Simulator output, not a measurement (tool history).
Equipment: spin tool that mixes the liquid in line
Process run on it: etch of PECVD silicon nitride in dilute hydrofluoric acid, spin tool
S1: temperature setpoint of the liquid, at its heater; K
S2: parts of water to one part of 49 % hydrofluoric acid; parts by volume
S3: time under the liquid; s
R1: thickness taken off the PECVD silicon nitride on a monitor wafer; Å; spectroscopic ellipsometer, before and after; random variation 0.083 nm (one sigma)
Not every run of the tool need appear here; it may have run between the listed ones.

run  hour      S1  S2   S3      R1
  1     0  294.15  70  265  104.94
  2   6.7  294.65  70  265  109.47
  3  14.8  291.15  70  265  86.235
  4  16.4  293.65  70  265  101.25
  5  18.7  293.65  70  265  100.87
  6  21.5  292.15  70  265  92.129

Expected results for the next run?
  7  25.6  293.15  70  265   ?

{"run 7": {"R1": 98.236}}
